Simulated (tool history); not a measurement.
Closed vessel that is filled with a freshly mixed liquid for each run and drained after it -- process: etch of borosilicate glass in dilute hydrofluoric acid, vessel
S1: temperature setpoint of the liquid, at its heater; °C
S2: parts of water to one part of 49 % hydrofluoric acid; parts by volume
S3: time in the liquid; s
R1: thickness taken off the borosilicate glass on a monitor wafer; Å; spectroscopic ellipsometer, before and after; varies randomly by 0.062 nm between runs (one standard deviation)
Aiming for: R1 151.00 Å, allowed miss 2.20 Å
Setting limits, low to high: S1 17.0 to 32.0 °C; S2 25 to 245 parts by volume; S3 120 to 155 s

run 1 hour=0.0 | S1=24.0 S2=135 S3=155 | R1=188.55
run 2 hour=3.5 | S1=22.5 S2=135 S3=155 | R1=178.08
run 3 hour=8.9 | S1=21.0 S2=135 S3=155 | R1=165.82
run 4 hour=12.3 | S1=21.0 S2=90 S3=155 | R1=262.69
run 5 hour=21.0 | S1=23.5 S2=90 S3=155 | R1=289.23
-- hour=28.7 thermometer replaced
run 6 hour=28.7 | S1=21.0 S2=90 S3=155 | R1=281.13
run 7 hour=30.2 | S1=20.0 S2=100 S3=155 | R1=240.11
run 8 hour=32.5 | S1=19.5 S2=110 S3=155 | R1=212.07
run 9 hour=40.5 | S1=19.0 S2=115 S3=155 | R1=196.38
run 10 hour=41.9 | S1=18.5 S2=120 S3=155 | R1=184.26

Pick the move, out of 4, that brings all results within their allowed miss; only one does.
run A hour=43.3 | S1=18.0 S2=80 S3=120 | R1=?
run B hour=43.3 | S1=18.5 S2=110 S3=120 | R1=?
run C hour=43.3 | S1=18.5 S2=125 S3=130 | R1=?
run D hour=43.3 | S1=17.5 S2=110 S3=120 | R1=?

move=A R1=217.98
move=B R1=156.73
move=C R1=147.08
move=D R1=150.35
A: the biggest miss grows against the last run
B: better than the last run, though not everything is in spec
C: the result that was furthest off in the last run now lies on the other side of its target
D: hits every target within its allowed miss
Go with D: it meets all targets.
